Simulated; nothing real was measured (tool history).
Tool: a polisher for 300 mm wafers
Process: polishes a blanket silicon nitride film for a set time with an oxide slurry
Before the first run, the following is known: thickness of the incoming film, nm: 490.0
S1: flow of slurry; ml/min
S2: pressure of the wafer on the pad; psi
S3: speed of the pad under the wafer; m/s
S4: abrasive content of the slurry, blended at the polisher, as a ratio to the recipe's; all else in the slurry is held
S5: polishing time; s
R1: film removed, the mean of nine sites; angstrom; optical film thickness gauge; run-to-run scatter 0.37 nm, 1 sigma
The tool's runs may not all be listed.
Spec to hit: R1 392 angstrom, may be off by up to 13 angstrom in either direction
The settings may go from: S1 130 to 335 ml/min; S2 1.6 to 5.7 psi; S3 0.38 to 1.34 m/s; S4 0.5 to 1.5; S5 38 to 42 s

run,hour,S1,S2,S3,S4,S5,R1
1,0,215,3.6,0.86,1,42,252.53
2,1.7,215,3.6,1,1,42,287.14
3,6.7,215,3.8,1,1,42,301.7
4,8.2,215,3.8,1.22,1,42,354.54
5,14.3,215,3.8,1.22,0.9,42,335.67
6,18.6,265,3.8,1.22,0.9,42,340.26
7,27.2,265,3.9,1.22,0.9,42,354.32
8,30.1,265,4,1.22,0.9,42,365.04
9,32.6,265,4.1,1.22,0.9,42,369.56

Of the 4 settings listed for the next run, only one would bring every result within its allowed miss of target. Which one?
A,35.1,175,4,1.2,1.4,38,?
B,35.1,205,5.1,1.3,0.6,41,?
C,35.1,265,3.9,1.34,0.95,40,?
D,35.1,280,3.9,1.34,0.9,40,?

move,R1
A,371.76
B,392.3
C,372.58
D,366.05
A: an improvement on the last run, though not all results are within tolerance
B: in spec on every target
C: an improvement on the last run, though not all results are within tolerance
D: moves away from the targets compared with the last run
B meets every target.
